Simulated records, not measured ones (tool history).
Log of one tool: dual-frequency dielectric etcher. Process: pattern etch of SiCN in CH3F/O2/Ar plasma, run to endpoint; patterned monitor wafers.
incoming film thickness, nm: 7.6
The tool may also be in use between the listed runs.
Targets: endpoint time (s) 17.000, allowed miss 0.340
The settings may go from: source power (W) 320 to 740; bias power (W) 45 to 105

run,hour,source power (W),bias power (W),endpoint time (s)
1,0.0,530,75,18.637
2,7.8,440,75,19.801
3,13.4,440,63,20.537
4,14.1,520,63,19.426
# hour 15.3: bias power generator calibrated
5,15.3,610,63,18.320
6,17.0,610,70,18.167
7,20.3,630,71,17.776
8,24.5,650,72,17.617

Which of these 5 next moves meets every target?
A,28.7,690,92,?
B,28.7,610,69,?
C,28.7,730,70,?
D,28.7,680,63,?
E,28.7,630,60,?

move,endpoint time (s)
A,16.174
B,17.974
C,16.929
D,17.708
E,18.323
A: takes the result that was furthest off past its target
B: further off than the last run
C: meets every target
D: further off than the last run
E: further off than the last run
Move C is the one to make.

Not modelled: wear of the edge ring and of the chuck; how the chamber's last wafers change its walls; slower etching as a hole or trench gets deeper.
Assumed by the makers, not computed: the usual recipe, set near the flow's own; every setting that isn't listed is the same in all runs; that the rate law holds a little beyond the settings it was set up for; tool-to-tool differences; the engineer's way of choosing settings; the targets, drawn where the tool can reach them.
